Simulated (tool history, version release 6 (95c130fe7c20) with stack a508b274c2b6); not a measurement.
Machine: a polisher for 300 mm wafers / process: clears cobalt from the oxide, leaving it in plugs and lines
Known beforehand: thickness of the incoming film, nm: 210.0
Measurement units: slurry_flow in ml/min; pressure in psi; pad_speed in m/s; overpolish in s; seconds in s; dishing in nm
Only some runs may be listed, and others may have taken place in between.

{"run": 1, "hour": 0.0, "slurry_flow": 315, "pressure": 1.9, "pad_speed": 0.9, "overpolish": 8, "seconds": 57.792, "dishing": 21.294}
{"run": 2, "hour": 2.8, "slurry_flow": 315, "pressure": 1.9, "pad_speed": 0.9, "overpolish": 7, "seconds": 58.685, "dishing": 19.1}
{"run": 3, "hour": 10.6, "slurry_flow": 315, "pressure": 1.9, "pad_speed": 0.78, "overpolish": 7, "seconds": 67.322, "dishing": 17.177}
{"run": 4, "hour": 17.7, "slurry_flow": 315, "pressure": 1.9, "pad_speed": 0.64, "overpolish": 7, "seconds": 81.393, "dishing": 14.763}
{"run": 5, "hour": 19.1, "slurry_flow": 365, "pressure": 1.9, "pad_speed": 0.64, "overpolish": 7, "seconds": 81.039, "dishing": 14.717}
{"run": 6, "hour": 21.3, "slurry_flow": 365, "pressure": 1.9, "pad_speed": 0.64, "overpolish": 4, "seconds": 79.568, "dishing": 8.8291}

What will run 7 give?
{"run": 7, "hour": 22.7, "slurry_flow": 360, "pressure": 1.4, "pad_speed": 0.64, "overpolish": 8, "seconds": "?", "dishing": "?"}

seconds: 106.84 s
dishing: 12.992 nm
